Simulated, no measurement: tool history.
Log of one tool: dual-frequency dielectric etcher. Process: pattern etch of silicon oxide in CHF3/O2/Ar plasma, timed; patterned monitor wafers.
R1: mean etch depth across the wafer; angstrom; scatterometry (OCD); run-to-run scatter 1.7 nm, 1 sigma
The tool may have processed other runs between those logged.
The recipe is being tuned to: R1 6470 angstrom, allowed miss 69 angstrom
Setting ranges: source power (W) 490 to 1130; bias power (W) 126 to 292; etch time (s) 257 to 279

Run 1, day 0: source power (W) 810, bias power (W) 209, etch time (s) 279. Result: R1 5846 angstrom.
Run 2, day 0.108: source power (W) 850, bias power (W) 210, etch time (s) 279. Result: R1 5943.2 angstrom.
Run 3, day 0.471: source power (W) 880, bias power (W) 211, etch time (s) 279. Result: R1 5972.2 angstrom.
Run 4, day 0.542: source power (W) 830, bias power (W) 211, etch time (s) 279. Result: R1 5907.6 angstrom.
Run 5, day 0.658: source power (W) 870, bias power (W) 212, etch time (s) 279. Result: R1 5948.1 angstrom.
Run 6, day 0.792: source power (W) 870, bias power (W) 212, etch time (s) 257. Result: R1 5519.1 angstrom.
Run 7, day 0.842: source power (W) 910, bias power (W) 225, etch time (s) 257.5. Result: R1 5675 angstrom.
Run 8, day 1.083: source power (W) 940, bias power (W) 236, etch time (s) 260. Result: R1 5838.8 angstrom.
Run 9, day 1.192: source power (W) 970, bias power (W) 246, etch time (s) 261. Result: R1 5997.4 angstrom.
Run 10, day 1.325: source power (W) 1130, bias power (W) 255, etch time (s) 261.5. Result: R1 6237.2 angstrom.
Run 11, day 1.367: source power (W) 1130, bias power (W) 260, etch time (s) 262. Result: R1 6311.6 angstrom.

Below are 4 possible settings for the next run. Only one of them brings all results inside the allowed miss of their targets. Which is it?
Run A, day 1.408: source power (W) 1080, bias power (W) 242, etch time (s) 265. Result: R1 ?.
Run B, day 1.408: source power (W) 1100, bias power (W) 268, etch time (s) 259.5. Result: R1 ?.
Run C, day 1.408: source power (W) 1080, bias power (W) 239, etch time (s) 279. Result: R1 ?.
Run D, day 1.408: source power (W) 1120, bias power (W) 263, etch time (s) 257. Result: R1 ?.

move      R1
   A  6203.7
   B  6269.8
   C  6510.4
   D    6206
A: its largest miss is bigger than the last run's
B: its largest miss is bigger than the last run's
C: all results in spec
D: its largest miss is bigger than the last run's
Correct choice: C, which meets every target

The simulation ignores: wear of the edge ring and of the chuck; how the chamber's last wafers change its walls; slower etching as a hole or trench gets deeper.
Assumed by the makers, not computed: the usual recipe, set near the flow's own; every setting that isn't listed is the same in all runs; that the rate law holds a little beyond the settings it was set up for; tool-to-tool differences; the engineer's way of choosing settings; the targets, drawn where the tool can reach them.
